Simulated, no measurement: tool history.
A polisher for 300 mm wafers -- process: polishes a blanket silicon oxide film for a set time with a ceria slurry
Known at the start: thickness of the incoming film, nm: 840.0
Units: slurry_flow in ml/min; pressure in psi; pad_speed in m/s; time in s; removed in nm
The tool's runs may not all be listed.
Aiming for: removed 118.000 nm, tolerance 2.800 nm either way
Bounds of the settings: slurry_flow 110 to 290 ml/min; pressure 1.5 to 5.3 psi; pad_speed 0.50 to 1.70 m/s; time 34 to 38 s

Run 1, hour 0.0: slurry_flow 185 ml/min, pressure 3.4 psi, pad_speed 1.10 m/s, time 38 s. Result: removed 228.730 nm.
Run 2, hour 4.1: slurry_flow 185 ml/min, pressure 3.4 psi, pad_speed 1.10 m/s, time 34 s. Result: removed 202.600 nm.
Run 3, hour 11.6: slurry_flow 180 ml/min, pressure 3.1 psi, pad_speed 1.10 m/s, time 34 s. Result: removed 187.430 nm.
Run 4, hour 18.6: slurry_flow 175 ml/min, pressure 2.8 psi, pad_speed 1.10 m/s, time 34 s. Result: removed 168.020 nm.
Run 5, hour 21.7: slurry_flow 170 ml/min, pressure 2.6 psi, pad_speed 1.10 m/s, time 34 s. Result: removed 153.930 nm.
Run 6, hour 23.2: slurry_flow 165 ml/min, pressure 2.5 psi, pad_speed 1.10 m/s, time 34 s. Result: removed 150.340 nm.
Run 7, hour 24.4: slurry_flow 150 ml/min, pressure 1.5 psi, pad_speed 1.10 m/s, time 34 s. Result: removed 91.157 nm.
Run 8, hour 29.0: slurry_flow 170 ml/min, pressure 1.6 psi, pad_speed 1.10 m/s, time 34 s. Result: removed 97.693 nm.
Run 9, hour 32.8: slurry_flow 170 ml/min, pressure 1.7 psi, pad_speed 1.10 m/s, time 34 s. Result: removed 105.060 nm.
Run 10, hour 33.5: slurry_flow 180 ml/min, pressure 1.7 psi, pad_speed 1.10 m/s, time 34 s. Result: removed 104.420 nm.
Run 11, hour 35.0: slurry_flow 190 ml/min, pressure 1.7 psi, pad_speed 1.10 m/s, time 34 s. Result: removed 106.790 nm.
Run 12, hour 38.7: slurry_flow 200 ml/min, pressure 1.7 psi, pad_speed 1.10 m/s, time 34 s. Result: removed 106.590 nm.
Run 13, hour 39.8: slurry_flow 210 ml/min, pressure 1.7 psi, pad_speed 1.10 m/s, time 34 s. Result: removed 106.500 nm.
Run 14, hour 45.6: slurry_flow 215 ml/min, pressure 1.7 psi, pad_speed 1.10 m/s, time 34 s. Result: removed 108.070 nm.
Run 15, hour 46.9: slurry_flow 220 ml/min, pressure 1.7 psi, pad_speed 1.10 m/s, time 34 s. Result: removed 106.980 nm.
Run 16, hour 50.0: slurry_flow 225 ml/min, pressure 1.8 psi, pad_speed 1.10 m/s, time 34 s. Result: removed 113.640 nm.
Run 17, hour 56.6: slurry_flow 250 ml/min, pressure 1.8 psi, pad_speed 1.10 m/s, time 34 s. Result: removed 113.920 nm.
Run 18, hour 57.4: slurry_flow 255 ml/min, pressure 1.8 psi, pad_speed 1.10 m/s, time 34 s. Result: removed 113.050 nm.
Run 19, hour 59.6: slurry_flow 255 ml/min, pressure 1.9 psi, pad_speed 1.10 m/s, time 34 s. Result: removed 120.690 nm.

Exercise: of the 5 proposed moves below, exactly one satisfies all targets within the stated allowed misses. Which move is it?
Run A, hour 61.8: slurry_flow 245 ml/min, pressure 1.9 psi, pad_speed 1.14 m/s, time 34 s. Result: removed ?.
Run B, hour 61.8: slurry_flow 275 ml/min, pressure 2.0 psi, pad_speed 1.02 m/s, time 34 s. Result: removed ?.
Run C, hour 61.8: slurry_flow 250 ml/min, pressure 2.2 psi, pad_speed 0.96 m/s, time 35 s. Result: removed ?.
Run D, hour 61.8: slurry_flow 240 ml/min, pressure 1.5 psi, pad_speed 1.30 m/s, time 38 s. Result: removed ?.
Run E, hour 61.8: slurry_flow 235 ml/min, pressure 1.9 psi, pad_speed 1.02 m/s, time 38 s. Result: removed ?.

move  removed
   A  125.130
   B  119.290
   C  125.640
   D  126.940
   E  125.010
A: moves away from the targets compared with the last run
B: meets every target
C: moves away from the targets compared with the last run
D: moves away from the targets compared with the last run
E: moves away from the targets compared with the last run
So the answer is move B, the one that meets all the targets.
